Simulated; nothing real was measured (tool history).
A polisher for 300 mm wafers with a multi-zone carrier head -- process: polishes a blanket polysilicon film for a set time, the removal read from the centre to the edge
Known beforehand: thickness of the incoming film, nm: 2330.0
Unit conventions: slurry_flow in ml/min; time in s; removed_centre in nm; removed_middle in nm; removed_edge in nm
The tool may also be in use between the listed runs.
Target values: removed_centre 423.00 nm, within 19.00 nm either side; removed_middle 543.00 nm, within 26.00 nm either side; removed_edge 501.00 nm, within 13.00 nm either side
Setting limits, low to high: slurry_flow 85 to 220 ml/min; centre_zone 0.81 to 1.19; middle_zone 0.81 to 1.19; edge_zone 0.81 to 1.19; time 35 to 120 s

Run 1, hour 0.0: slurry_flow 140 ml/min, centre_zone 1.00, middle_zone 1.00, edge_zone 1.00, time 77 s. Result: removed_centre 452.34 nm, removed_middle 455.23 nm, removed_edge 447.13 nm.
Run 2, hour 5.5: slurry_flow 150 ml/min, centre_zone 0.96, middle_zone 1.03, edge_zone 1.03, time 78 s. Result: removed_centre 460.10 nm, removed_middle 476.17 nm, removed_edge 467.84 nm.
Run 3, hour 14.0: slurry_flow 145 ml/min, centre_zone 0.92, middle_zone 1.08, edge_zone 1.05, time 79 s. Result: removed_centre 431.84 nm, removed_middle 496.10 nm, removed_edge 470.31 nm.
Run 4, hour 18.5: slurry_flow 150 ml/min, centre_zone 0.90, middle_zone 1.10, edge_zone 1.07, time 80 s. Result: removed_centre 437.31 nm, removed_middle 511.18 nm, removed_edge 489.37 nm.
Run 5, hour 19.1: slurry_flow 150 ml/min, centre_zone 0.90, middle_zone 1.06, edge_zone 1.07, time 80 s. Result: removed_centre 416.17 nm, removed_middle 516.57 nm, removed_edge 483.37 nm.
Run 6, hour 24.4: slurry_flow 150 ml/min, centre_zone 0.90, middle_zone 1.01, edge_zone 1.07, time 80 s. Result: removed_centre 433.92 nm, removed_middle 485.19 nm, removed_edge 480.86 nm.
Run 7, hour 30.1: slurry_flow 155 ml/min, centre_zone 0.89, middle_zone 1.04, edge_zone 1.07, time 80 s. Result: removed_centre 424.95 nm, removed_middle 494.20 nm, removed_edge 486.45 nm.
Run 8, hour 36.0: slurry_flow 155 ml/min, centre_zone 0.88, middle_zone 1.07, edge_zone 1.07, time 80 s. Result: removed_centre 415.47 nm, removed_middle 503.28 nm, removed_edge 480.61 nm.
Run 9, hour 43.4: slurry_flow 155 ml/min, centre_zone 0.88, middle_zone 1.07, edge_zone 1.07, time 80 s. Result: removed_centre 428.11 nm, removed_middle 523.16 nm, removed_edge 488.06 nm.
Run 10, hour 50.1: slurry_flow 155 ml/min, centre_zone 0.87, middle_zone 1.07, edge_zone 1.08, time 80 s. Result: removed_centre 407.00 nm, removed_middle 513.64 nm, removed_edge 491.02 nm.

Next run, 4 choices. One meets every target within its allowed miss, the rest don't. Which?
Run A, hour 56.8: slurry_flow 175 ml/min, centre_zone 0.81, middle_zone 1.17, edge_zone 0.99, time 79 s. Result: removed_centre ?, removed_middle ?, removed_edge ?.
Run B, hour 56.8: slurry_flow 210 ml/min, centre_zone 0.86, middle_zone 1.09, edge_zone 1.02, time 78 s. Result: removed_centre ?, removed_middle ?, removed_edge ?.
Run C, hour 56.8: slurry_flow 140 ml/min, centre_zone 0.81, middle_zone 1.19, edge_zone 1.02, time 82 s. Result: removed_centre ?, removed_middle ?, removed_edge ?.
Run D, hour 56.8: slurry_flow 155 ml/min, centre_zone 0.86, middle_zone 1.14, edge_zone 1.07, time 82 s. Result: removed_centre ?, removed_middle ?, removed_edge ?.

move  removed_centre  removed_middle  removed_edge
   A          397.58          541.99        474.97
   B          429.27          521.07        485.52
   C          395.37          548.51        486.53
   D          428.62          540.74        504.99
A: brings the result that was furthest off to its target, and leaves another outside
B: brings the result that was furthest off to its target, and leaves another outside
C: brings the result that was furthest off to its target, and leaves another outside
D: meets every target
So the answer is move D, the one that meets all the targets.

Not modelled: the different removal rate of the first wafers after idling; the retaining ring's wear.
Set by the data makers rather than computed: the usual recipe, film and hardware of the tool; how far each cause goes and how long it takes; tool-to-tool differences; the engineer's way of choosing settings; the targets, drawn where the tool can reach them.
